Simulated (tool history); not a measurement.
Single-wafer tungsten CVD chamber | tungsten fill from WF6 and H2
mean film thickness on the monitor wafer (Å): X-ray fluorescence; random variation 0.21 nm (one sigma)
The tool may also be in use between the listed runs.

| run | hour | heater temperature setpoint (°C) | chamber pressure (Torr) | deposition time (s) | mean film thickness on the monitor wafer (Å) |
|---|---|---|---|---|---|
| 1 | 0 | 395 | 48.3 | 25.4 | 770.43 |
| 2 | 8.3 | 395 | 56.5 | 25.4 | 824.75 |
| 3 | 11.7 | 395 | 56.5 | 24.2 | 784.08 |
| 4 | 14.5 | 395 | 56.5 | 25.4 | 828.9 |
| 5 | 15.8 | 395 | 60.8 | 25.4 | 842.49 |
| 6 | 22.4 | 395 | 60.8 | 24.2 | 813.98 |
| 7 | 24 | 387 | 58.3 | 24.2 | 688.27 |
| 8 | 26.2 | 382 | 56.5 | 24.2 | 618.25 |
| 9 | 32.2 | 378 | 55.3 | 24.2 | 571.2 |
| 10 | 40.2 | 376 | 54.2 | 24.2 | 544.04 |

The next listed run, before its measurement:
| 11 | 45.7 | 374 | 53.7 | 24.2 | ? |

Run 11 gave mean film thickness on the monitor wafer (Å) 523.39.

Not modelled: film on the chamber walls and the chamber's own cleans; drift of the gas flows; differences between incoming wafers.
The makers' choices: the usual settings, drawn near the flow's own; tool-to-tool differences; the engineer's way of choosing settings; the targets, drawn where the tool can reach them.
